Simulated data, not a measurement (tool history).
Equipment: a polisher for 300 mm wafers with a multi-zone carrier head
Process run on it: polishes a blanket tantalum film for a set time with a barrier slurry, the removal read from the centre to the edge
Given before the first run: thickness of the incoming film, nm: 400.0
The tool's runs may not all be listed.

run,day,flow of slurry (ml/min),pressure of the head's centre zone,pressure of the head's middle zone,pressure of the head's edge zone,abrasive content of the slurry,polishing time (s),film removed at the wafer's centre (nm),film removed at mid-radius (nm),film removed at the wafer's edge (nm)
1,0,130,1,1,1,1,85,166.36,166.89,163.7
2,0.129,130,1,1.06,1,1,85,164.06,177.62,170.99
3,0.492,125,0.98,1.03,0.98,0.9,82,150.61,160.22,147.53
4,0.804,125,0.98,1.03,0.98,0.9,65,120.58,126.17,119.02
5,0.967,125,0.98,1.03,0.92,0.9,65,120.3,125.62,116.94
6,1.079,120,0.97,1,0.92,0.85,65,115.27,117.47,112.29
7,1.312,115,0.96,0.99,0.91,0.8,65,111.93,114.01,108.15

Forecast run 8:
8,1.675,110,0.95,0.98,0.9,0.8,65,?,?,?

Run 8 gave film removed at the wafer's centre (nm) 107.26, film removed at mid-radius (nm) 110.55, film removed at the wafer's edge (nm) 106.62.
